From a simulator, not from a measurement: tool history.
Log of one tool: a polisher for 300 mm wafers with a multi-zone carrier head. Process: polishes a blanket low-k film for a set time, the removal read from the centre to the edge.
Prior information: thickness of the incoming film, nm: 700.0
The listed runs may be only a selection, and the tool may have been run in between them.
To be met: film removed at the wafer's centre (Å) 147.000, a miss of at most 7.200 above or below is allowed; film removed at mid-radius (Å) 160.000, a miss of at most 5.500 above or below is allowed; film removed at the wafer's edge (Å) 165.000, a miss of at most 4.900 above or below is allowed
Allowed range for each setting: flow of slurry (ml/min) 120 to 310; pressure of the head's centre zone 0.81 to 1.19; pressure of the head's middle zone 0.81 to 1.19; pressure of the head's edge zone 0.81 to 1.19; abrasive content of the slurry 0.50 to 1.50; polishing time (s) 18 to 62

run  hour  flow of slurry (ml/min)  pressure of the head's centre zone  pressure of the head's middle zone  pressure of the head's edge zone  abrasive content of the slurry  polishing time (s)  film removed at the wafer's centre (Å)  film removed at mid-radius (Å)  film removed at the wafer's edge (Å)
  1   0.0                      200                                1.00                                1.00                              1.00                            1.00                  40                                 114.570                         121.660                               119.060
  2   3.0                      200                                1.00                                1.00                              1.00                            1.00                  34                                  97.998                         103.730                                99.242
  3   8.8                      200                                1.00                                0.96                              1.00                            1.00                  34                                  98.721                          99.812                               100.300
  4  10.5                      200                                1.00                                0.96                              1.00                            0.90                  34                                  97.896                          97.550                                97.872
  5  14.7                      205                                1.01                                0.97                              1.03                            1.05                  37                                 112.400                         112.380                               109.660
  6  23.3                      205                                1.01                                0.97                              1.03                            0.95                  37                                 108.050                         109.450                               109.050
  7  26.7                      195                                0.98                                0.96                              1.05                            1.10                  40                                 118.630                         119.930                               123.710
  8  31.2                      195                                0.97                                0.97                              1.06                            1.20                  42                                 124.930                         129.590                               135.150
  9  34.2                      200                                0.97                                0.98                              1.08                            1.30                  43                                 130.050                         135.230                               140.450
 10  36.4                      200                                0.97                                0.99                              1.08                            1.35                  44                                 137.070                         144.170                               146.900
 11  42.7                      200                                0.96                                1.00                              1.10                            1.40                  45                                 137.290                         148.240                               152.050
 12  47.2                      205                                0.96                                1.00                              1.11                            1.45                  45                                 141.920                         150.720                               153.020
 13  52.6                      205                                0.95                                1.00                              1.11                            1.45                  46                                 138.650                         155.910                               155.840
 14  56.5                      200                                0.95                                1.00                              1.11                            1.45                  46                                 138.030                         156.150                               154.590

Pick the move, out of 5, that brings all results within their allowed miss; only one does.
  A  60.4                      200                                0.91                                1.16                              1.12                            1.20                  44                                       ?                               ?                                     ?
  B  60.4                      170                                0.88                                1.04                              1.06                            1.30                  48                                       ?                               ?                                     ?
  C  60.4                      160                                0.93                                0.96                              1.05                            1.15                  54                                       ?                               ?                                     ?
  D  60.4                      235                                0.98                                0.93                              1.19                            1.20                  48                                       ?                               ?                                     ?
  E  60.4                      255                                1.15                                1.15                              1.08                            1.50                  40                                       ?                               ?                                     ?

move  film removed at the wafer's centre (Å)  film removed at mid-radius (Å)  film removed at the wafer's edge (Å)
   A                                 124.770                         157.980                               142.960
   B                                 130.600                         156.420                               152.410
   C                                 148.340                         157.310                               163.920
   D                                 150.010                         145.920                               164.050
   E                                 158.020                         156.150                               138.840
A: lands further from the targets than the last run did
B: lands further from the targets than the last run did
C: all results in spec
D: corrects the largest miss of the last run, while another result sits out of spec
E: lands further from the targets than the last run did
Go with C: it meets all targets.

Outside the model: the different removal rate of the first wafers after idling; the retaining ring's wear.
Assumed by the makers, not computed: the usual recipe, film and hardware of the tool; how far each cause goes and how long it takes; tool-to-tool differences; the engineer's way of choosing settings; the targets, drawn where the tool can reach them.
